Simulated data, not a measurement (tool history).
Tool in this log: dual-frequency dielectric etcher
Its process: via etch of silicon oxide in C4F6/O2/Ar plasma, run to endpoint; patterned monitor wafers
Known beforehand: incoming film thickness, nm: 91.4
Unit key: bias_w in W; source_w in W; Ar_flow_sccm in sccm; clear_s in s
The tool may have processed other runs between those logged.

{"run": 1, "hour": 0.0, "bias_w": 508, "source_w": 400, "Ar_flow_sccm": 243, "clear_s": 18.641}
{"run": 2, "hour": 4.9, "bias_w": 508, "source_w": 400, "Ar_flow_sccm": 277, "clear_s": 18.932}
{"run": 3, "hour": 11.6, "bias_w": 450, "source_w": 400, "Ar_flow_sccm": 277, "clear_s": 20.057}
{"run": 4, "hour": 17.7, "bias_w": 450, "source_w": 440, "Ar_flow_sccm": 277, "clear_s": 19.205}
{"run": 5, "hour": 26.4, "bias_w": 419, "source_w": 410, "Ar_flow_sccm": 283, "clear_s": 20.546}
{"run": 6, "hour": 28.9, "bias_w": 463, "source_w": 410, "Ar_flow_sccm": 283, "clear_s": 19.478}
{"run": 7, "hour": 36.2, "bias_w": 430, "source_w": 380, "Ar_flow_sccm": 285, "clear_s": 21.122}

Forecast run 8:
{"run": 8, "hour": 43.4, "bias_w": 328, "source_w": 300, "Ar_flow_sccm": 296, "clear_s": "?"}

Run 8 produced clear_s 27.736 s.
